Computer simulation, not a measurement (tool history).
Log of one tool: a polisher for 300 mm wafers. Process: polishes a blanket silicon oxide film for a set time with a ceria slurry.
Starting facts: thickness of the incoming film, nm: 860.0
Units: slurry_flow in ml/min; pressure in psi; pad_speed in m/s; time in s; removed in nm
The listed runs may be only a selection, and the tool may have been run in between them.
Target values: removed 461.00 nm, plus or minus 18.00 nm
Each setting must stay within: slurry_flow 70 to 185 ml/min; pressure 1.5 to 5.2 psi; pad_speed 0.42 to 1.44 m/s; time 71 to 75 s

run 1 hour=0.0 | slurry_flow=120 pressure=3.3 pad_speed=0.92 time=71 | removed=322.05
run 2 hour=2.9 | slurry_flow=120 pressure=3.3 pad_speed=0.92 time=71 | removed=314.58
run 3 hour=11.0 | slurry_flow=125 pressure=3.6 pad_speed=0.92 time=71 | removed=335.37
run 4 hour=16.9 | slurry_flow=125 pressure=3.6 pad_speed=0.92 time=75 | removed=348.54
run 5 hour=18.1 | slurry_flow=125 pressure=3.9 pad_speed=0.92 time=75 | removed=375.84
run 6 hour=22.6 | slurry_flow=125 pressure=4.1 pad_speed=0.92 time=75 | removed=386.49
run 7 hour=28.0 | slurry_flow=125 pressure=4.3 pad_speed=0.92 time=75 | removed=402.57
run 8 hour=34.2 | slurry_flow=125 pressure=4.5 pad_speed=0.92 time=75 | removed=402.71

Which of these 5 next moves meets every target?
run A hour=40.4 | slurry_flow=150 pressure=4.0 pad_speed=1.12 time=72 | removed=?
run B hour=40.4 | slurry_flow=120 pressure=4.3 pad_speed=0.94 time=73 | removed=?
run C hour=40.4 | slurry_flow=125 pressure=4.7 pad_speed=0.80 time=71 | removed=?
run D hour=40.4 | slurry_flow=130 pressure=4.8 pad_speed=0.90 time=73 | removed=?
run E hour=40.4 | slurry_flow=105 pressure=4.7 pad_speed=0.98 time=75 | removed=?

move=A removed=461.97
move=B removed=397.12
move=C removed=355.78
move=D removed=417.96
move=E removed=435.56
A: meets every target
B: misses by more than the last run did
C: misses by more than the last run did
D: closer than the last run, but not yet in spec
E: closer than the last run, but not yet in spec
Move A is the one to make.
